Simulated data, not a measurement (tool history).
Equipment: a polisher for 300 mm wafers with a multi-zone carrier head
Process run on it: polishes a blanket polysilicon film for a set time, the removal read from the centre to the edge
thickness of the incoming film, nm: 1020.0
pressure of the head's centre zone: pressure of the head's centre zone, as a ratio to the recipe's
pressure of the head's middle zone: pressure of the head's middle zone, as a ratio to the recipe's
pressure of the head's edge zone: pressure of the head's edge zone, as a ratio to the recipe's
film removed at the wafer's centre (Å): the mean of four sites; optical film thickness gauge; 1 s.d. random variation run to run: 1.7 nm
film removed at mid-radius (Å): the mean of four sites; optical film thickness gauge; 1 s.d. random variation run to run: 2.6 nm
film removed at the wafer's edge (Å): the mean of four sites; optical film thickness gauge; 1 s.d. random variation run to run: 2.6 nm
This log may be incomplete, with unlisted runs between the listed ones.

run	hour	flow of slurry (ml/min)	pressure of the head's centre zone	pressure of the head's middle zone	pressure of the head's edge zone	polishing time (s)	film removed at the wafer's centre (Å)	film removed at mid-radius (Å)	film removed at the wafer's edge (Å)
1	0	305	1	1	1	39	3416.2	3462.1	3521.1
2	0.9	375	1	1	1	39	3360.4	3548	3691.6
3	3	345	0.96	0.99	0.96	34	2940.7	2955.6	3001.1
4	10	310	0.93	1.01	0.99	30	2426.4	2636.2	2725.7
5	19	310	0.9	1.01	0.99	30	2332.5	2591.2	2694.2
6	23.6	305	0.88	1.02	0.96	28	2165.5	2469.3	2501.3
7	29.7	300	0.87	1.03	0.93	26	1955.8	2247.4	2287.5

Run 8 comes next. What will it give?
8	37	295	0.87	1.05	0.9	25	?	?	?

film removed at the wafer's centre (Å): 1916.6
film removed at mid-radius (Å): 2279.5
film removed at the wafer's edge (Å): 2120.1
